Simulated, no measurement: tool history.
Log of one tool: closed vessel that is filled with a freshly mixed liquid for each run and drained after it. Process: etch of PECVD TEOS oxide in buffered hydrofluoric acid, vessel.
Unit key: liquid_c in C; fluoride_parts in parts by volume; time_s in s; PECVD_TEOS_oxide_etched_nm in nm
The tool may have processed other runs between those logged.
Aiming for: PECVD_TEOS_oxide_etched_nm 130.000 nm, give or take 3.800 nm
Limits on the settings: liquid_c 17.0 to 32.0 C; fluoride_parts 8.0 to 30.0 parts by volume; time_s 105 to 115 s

run	hour	liquid_c	fluoride_parts	time_s	PECVD_TEOS_oxide_etched_nm
1	0.0	24.0	22.5	105	69.465
2	3.5	24.0	27.5	105	60.642
3	12.5	26.0	24.5	105	74.166
4	18.2	26.0	21.0	105	81.398
5	23.7	23.5	21.0	105	70.745
6	25.2	25.5	20.0	105	81.263
7	33.4	27.0	19.0	105	92.907
8	42.5	31.0	17.5	105	124.520

Which one of the following 5 next-run settings gets every result inside its allowed miss? There is exactly one.
A	51.6	28.5	14.0	105	?
B	51.6	31.0	19.0	110	?
C	51.6	31.0	15.5	105	?
D	51.6	32.0	21.5	115	?
E	51.6	29.0	16.0	110	?

move	PECVD_TEOS_oxide_etched_nm
A	135.950
B	120.420
C	140.360
D	120.070
E	128.300
A: takes the result that was furthest off past its target
B: the biggest miss grows against the last run
C: takes the result that was furthest off past its target
D: the biggest miss grows against the last run
E: meets every target
Answer: E
